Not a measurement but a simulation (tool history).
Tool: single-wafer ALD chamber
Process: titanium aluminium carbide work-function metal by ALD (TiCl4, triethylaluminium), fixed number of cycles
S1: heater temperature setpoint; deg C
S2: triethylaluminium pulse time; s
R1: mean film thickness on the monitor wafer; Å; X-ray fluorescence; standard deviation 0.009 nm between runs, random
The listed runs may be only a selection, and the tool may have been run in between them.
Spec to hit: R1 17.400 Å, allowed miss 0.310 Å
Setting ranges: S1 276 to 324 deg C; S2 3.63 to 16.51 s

{"run": 1, "hour": 0.0, "S1": 300, "S2": 10.07, "R1": 20.135}
{"run": 2, "hour": 7.4, "S1": 300, "S2": 11.97, "R1": 20.083}
{"run": 3, "hour": 12.8, "S1": 306, "S2": 11.97, "R1": 20.739}
{"run": 4, "hour": 18.0, "S1": 300, "S2": 10.43, "R1": 20.101}
{"run": 5, "hour": 21.8, "S1": 296, "S2": 9.17, "R1": 19.385}
{"run": 6, "hour": 23.3, "S1": 293, "S2": 8.91, "R1": 19.188}
{"run": 7, "hour": 24.8, "S1": 293, "S2": 8.91, "R1": 19.007}
{"run": 8, "hour": 25.4, "S1": 290, "S2": 8.73, "R1": 18.674}
{"run": 9, "hour": 26.6, "S1": 288, "S2": 8.6, "R1": 18.62}
{"run": 10, "hour": 31.6, "S1": 286, "S2": 8.34, "R1": 18.424}
{"run": 11, "hour": 38.8, "S1": 284, "S2": 8.09, "R1": 18.027}
{"run": 12, "hour": 44.8, "S1": 283, "S2": 8.0, "R1": 17.902}
{"run": 13, "hour": 53.6, "S1": 282, "S2": 7.93, "R1": 17.849}
{"run": 14, "hour": 55.0, "S1": 281, "S2": 7.86, "R1": 17.956}

Consider the 4 candidate settings below. Which is the only one whose results all fall within their allowed miss of target?
{"run": "A", "hour": 56.4, "S1": 283, "S2": 8.8, "R1": "?"}
{"run": "B", "hour": 56.4, "S1": 276, "S2": 8.08, "R1": "?"}
{"run": "C", "hour": 56.4, "S1": 283, "S2": 8.05, "R1": "?"}
{"run": "D", "hour": 56.4, "S1": 283, "S2": 10.27, "R1": "?"}

move=A R1=18.166
move=B R1=17.354
move=C R1=17.841
move=D R1=18.585
A: lands further from the targets than the last run did
B: every result lands within tolerance
C: nearer than the last run, and not there yet
D: lands further from the targets than the last run did
The move that meets every target is B.
